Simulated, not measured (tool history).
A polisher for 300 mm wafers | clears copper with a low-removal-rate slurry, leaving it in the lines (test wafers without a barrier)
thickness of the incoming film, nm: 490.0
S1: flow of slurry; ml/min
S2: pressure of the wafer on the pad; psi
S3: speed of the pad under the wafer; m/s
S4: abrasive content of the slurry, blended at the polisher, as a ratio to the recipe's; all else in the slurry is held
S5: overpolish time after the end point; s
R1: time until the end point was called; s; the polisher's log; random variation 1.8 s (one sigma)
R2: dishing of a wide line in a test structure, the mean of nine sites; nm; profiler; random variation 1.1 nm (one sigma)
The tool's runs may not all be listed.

| run | hour | S1 | S2 | S3 | S4 | S5 | R1 | R2 |
|---|---|---|---|---|---|---|---|---|
| 1 | 0.0 | 205 | 2.9 | 1.20 | 1.00 | 19 | 143.230 | 41.010 |
| 2 | 1.1 | 205 | 2.9 | 1.20 | 0.85 | 19 | 152.000 | 41.557 |
| 3 | 8.5 | 205 | 2.9 | 1.20 | 0.70 | 19 | 161.070 | 39.308 |
| 4 | 11.3 | 205 | 3.1 | 1.20 | 0.70 | 18 | 141.440 | 38.081 |
| 5 | 14.8 | 205 | 3.2 | 1.20 | 0.70 | 18 | 140.340 | 41.789 |
| 6 | 17.2 | 205 | 3.3 | 1.20 | 0.70 | 17 | 136.590 | 40.228 |
|  | 22.4 | head pressure recalibrated |
| 7 | 22.4 | 205 | 4.1 | 1.24 | 0.70 | 15 | 123.710 | 42.842 |
| 8 | 27.0 | 205 | 4.2 | 1.28 | 0.70 | 15 | 122.680 | 44.454 |

Forecast run 9:
| 9 | 33.3 | 210 | 4.5 | 1.50 | 0.75 | 11 | ? | ? |

Run 9 gave R1 94.136 s, R2 40.056 nm.

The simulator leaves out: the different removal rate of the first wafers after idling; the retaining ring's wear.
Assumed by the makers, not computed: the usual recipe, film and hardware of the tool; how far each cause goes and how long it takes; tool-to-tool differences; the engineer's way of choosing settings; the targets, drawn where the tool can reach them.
